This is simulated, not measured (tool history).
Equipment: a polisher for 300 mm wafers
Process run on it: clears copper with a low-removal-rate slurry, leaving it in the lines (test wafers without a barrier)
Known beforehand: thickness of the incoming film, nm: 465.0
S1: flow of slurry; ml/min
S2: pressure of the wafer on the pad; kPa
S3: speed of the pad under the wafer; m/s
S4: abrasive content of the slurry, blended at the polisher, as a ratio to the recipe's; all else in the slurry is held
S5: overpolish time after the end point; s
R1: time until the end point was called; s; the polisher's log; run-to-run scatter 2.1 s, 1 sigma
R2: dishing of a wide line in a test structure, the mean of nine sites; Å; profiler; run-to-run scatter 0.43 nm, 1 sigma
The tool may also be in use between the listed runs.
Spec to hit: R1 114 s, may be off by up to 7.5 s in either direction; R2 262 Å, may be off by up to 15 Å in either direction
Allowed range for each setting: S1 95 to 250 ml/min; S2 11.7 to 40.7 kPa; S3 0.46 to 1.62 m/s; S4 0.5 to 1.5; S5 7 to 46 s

| run | hour | S1 | S2 | S3 | S4 | S5 | R1 | R2 |
|---|---|---|---|---|---|---|---|---|
| 1 | 0 | 160 | 26.2 | 1.04 | 1 | 24 | 112.2 | 382.99 |
| 2 | 7.1 | 160 | 29.6 | 1.04 | 1 | 24 | 104.79 | 392.3 |
| 3 | 10.3 | 160 | 29.6 | 0.82 | 1 | 24 | 124.38 | 359.83 |
| 4 | 15.6 | 170 | 31 | 0.76 | 1.05 | 19 | 122.27 | 330.65 |
| 5 | 19.2 | 185 | 31 | 0.76 | 1.05 | 19 | 124.02 | 331.18 |
| 6 | 20.1 | 185 | 31 | 0.76 | 1.05 | 11 | 126.36 | 230.35 |
| 7 | 24.5 | 185 | 31.7 | 0.76 | 1.05 | 11 | 124.57 | 235.49 |
| 8 | 27.8 | 185 | 32.4 | 0.76 | 1.05 | 11 | 117.73 | 241.19 |

Pick the move, out of 5, that brings all results within their allowed miss; only one does.
| A | 31.1 | 115 | 40.7 | 0.9 | 1.1 | 10 | ? | ? |
| B | 31.1 | 185 | 33.1 | 0.74 | 1.45 | 10 | ? | ? |
| C | 31.1 | 205 | 29.6 | 0.88 | 1.1 | 8 | ? | ? |
| D | 31.1 | 150 | 39.3 | 0.76 | 1.2 | 9 | ? | ? |
| E | 31.1 | 185 | 33.8 | 0.78 | 1 | 12 | ? | ? |

| move | R1 | R2 |
|---|---|---|
| A | 96.308 | 265.46 |
| B | 112.73 | 237.85 |
| C | 113.43 | 201.42 |
| D | 104.67 | 233.69 |
| E | 117.58 | 261.27 |
A: the worst result of the last run now meets its target, but another is out of spec
B: its largest miss is bigger than the last run's
C: its largest miss is bigger than the last run's
D: its largest miss is bigger than the last run's
E: all results land within tolerance of their targets
E meets every target.
